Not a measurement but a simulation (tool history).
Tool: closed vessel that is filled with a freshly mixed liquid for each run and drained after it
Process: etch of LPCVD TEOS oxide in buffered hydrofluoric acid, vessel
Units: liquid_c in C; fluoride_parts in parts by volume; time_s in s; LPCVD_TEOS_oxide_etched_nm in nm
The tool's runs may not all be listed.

Run 1, hour 0: liquid_c 24 C, fluoride_parts 17 parts by volume, time_s 95 s. Result: LPCVD_TEOS_oxide_etched_nm 130.47 nm.
Run 2, hour 4.6: liquid_c 22.5 C, fluoride_parts 17 parts by volume, time_s 95 s. Result: LPCVD_TEOS_oxide_etched_nm 119.11 nm.
Run 3, hour 8.6: liquid_c 24.5 C, fluoride_parts 17 parts by volume, time_s 95 s. Result: LPCVD_TEOS_oxide_etched_nm 133.34 nm.
Run 4, hour 13: liquid_c 22 C, fluoride_parts 17 parts by volume, time_s 95 s. Result: LPCVD_TEOS_oxide_etched_nm 116.7 nm.
Run 5, hour 21.3: liquid_c 24.5 C, fluoride_parts 17 parts by volume, time_s 95 s. Result: LPCVD_TEOS_oxide_etched_nm 136.17 nm.
Run 6, hour 26.8: liquid_c 23 C, fluoride_parts 17 parts by volume, time_s 95 s. Result: LPCVD_TEOS_oxide_etched_nm 124.24 nm.

The next listed run, before its measurement:
Run 7, hour 30.5: liquid_c 22 C, fluoride_parts 17 parts by volume, time_s 95 s. Result: LPCVD_TEOS_oxide_etched_nm ?.

{"run 7": {"LPCVD_TEOS_oxide_etched_nm": 118.28}}
